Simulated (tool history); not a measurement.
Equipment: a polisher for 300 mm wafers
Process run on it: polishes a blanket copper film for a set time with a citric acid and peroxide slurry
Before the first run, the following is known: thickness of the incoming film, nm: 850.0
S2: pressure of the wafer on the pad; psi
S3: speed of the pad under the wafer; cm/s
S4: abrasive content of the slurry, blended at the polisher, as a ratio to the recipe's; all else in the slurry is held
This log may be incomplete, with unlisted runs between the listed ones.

run 1 hour=0 | flow_of_slurry_(ml/min)=180 S2=2.6 S3=100 S4=1 polishing_time_(s)=47 | film_removed_(Å)=885.53
run 2 hour=3.4 | flow_of_slurry_(ml/min)=180 S2=2.4 S3=100 S4=1 polishing_time_(s)=47 | film_removed_(Å)=802.33
run 3 hour=4.3 | flow_of_slurry_(ml/min)=180 S2=2.4 S3=100 S4=1 polishing_time_(s)=43 | film_removed_(Å)=740.27
run 4 hour=5.1 | flow_of_slurry_(ml/min)=180 S2=2.4 S3=100 S4=1 polishing_time_(s)=47 | film_removed_(Å)=825.04
run 5 hour=6.3 | flow_of_slurry_(ml/min)=180 S2=2.2 S3=100 S4=1 polishing_time_(s)=47 | film_removed_(Å)=745.68
run 6 hour=7.2 | flow_of_slurry_(ml/min)=180 S2=2.2 S3=100 S4=1 polishing_time_(s)=43 | film_removed_(Å)=691.26
run 7 hour=10.4 | flow_of_slurry_(ml/min)=180 S2=2.1 S3=100 S4=1 polishing_time_(s)=43 | film_removed_(Å)=668.07

What does the tool deliver on the next run?
run 8 hour=12.5 | flow_of_slurry_(ml/min)=180 S2=2 S3=100 S4=1 polishing_time_(s)=43 | film_removed_(Å)=?

{"run 8": {"film removed (Å)": 638.71}}
